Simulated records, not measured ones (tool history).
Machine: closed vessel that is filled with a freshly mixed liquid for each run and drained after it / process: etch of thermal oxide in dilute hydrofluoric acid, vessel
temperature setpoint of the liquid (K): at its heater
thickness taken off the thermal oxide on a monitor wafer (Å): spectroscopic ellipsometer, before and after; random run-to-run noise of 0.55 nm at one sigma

run,hour,temperature setpoint of the liquid (K),parts of water to one part of 49 % hydrofluoric acid (parts by volume),time in the liquid (s),thickness taken off the thermal oxide on a monitor wafer (Å)
1,0.0,296.15,150,2640,665.43
2,7.1,296.15,150,2840,715.57
3,11.7,299.65,150,2840,826.29
4,15.9,299.65,180,2840,662.33
5,25.0,299.65,180,2840,662.83
6,32.7,299.65,230,2840,488.28
7,39.4,300.65,200,2840,601.80
8,42.5,301.65,175,2840,734.92
9,47.7,302.15,160,2840,829.75
10,51.2,302.65,145,2840,953.58
11,58.5,302.65,145,2840,957.03
12,62.5,303.15,135,2840,1060.20
13,71.7,303.15,130,2840,1104.70
14,79.8,303.15,125,2840,1161.50
15,86.7,303.65,120,2840,1237.00
16,95.0,304.15,120,2840,1261.80

For run 17, what comes out?
17,101.0,304.15,120,2840,?

Run 17 came out at thickness taken off the thermal oxide on a monitor wafer (Å) 1252.40.
